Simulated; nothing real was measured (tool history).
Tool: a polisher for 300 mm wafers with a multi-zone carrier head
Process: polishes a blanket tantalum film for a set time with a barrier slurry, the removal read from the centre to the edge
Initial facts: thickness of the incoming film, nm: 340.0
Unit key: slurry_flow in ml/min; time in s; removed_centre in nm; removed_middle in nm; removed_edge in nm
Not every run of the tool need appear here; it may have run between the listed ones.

run,hour,slurry_flow,centre_zone,middle_zone,edge_zone,slurry_solids,time,removed_centre,removed_middle,removed_edge
1,0,285,1,1,1,1,74,70.382,69.81,72.532
2,1.4,285,1,1,1,1,58,55.675,55.846,56.438
3,6.3,300,1.03,1.03,0.99,1,58,57.818,55.905,57.428
4,11.5,300,1.03,1.03,0.99,1,74,72.879,72.127,72.194
5,19.6,300,1.03,1.03,0.95,1,74,72.433,73.457,70.212
6,27.3,300,1.03,1.03,1.03,1,74,73.359,72.247,76.47
7,31.1,290,1.01,1,0.97,1,74,70.839,70.981,72.753
8,32.5,285,1.03,1.02,0.94,0.9,73,70.258,68.805,69.781

Run 9 has not been measured yet. What should we expect?
9,37.9,295,1.04,1.04,0.91,0.9,70,?,?,?

Run 9 measured removed_centre 67.697 nm, removed_middle 68.086 nm, removed_edge 63.668 nm.

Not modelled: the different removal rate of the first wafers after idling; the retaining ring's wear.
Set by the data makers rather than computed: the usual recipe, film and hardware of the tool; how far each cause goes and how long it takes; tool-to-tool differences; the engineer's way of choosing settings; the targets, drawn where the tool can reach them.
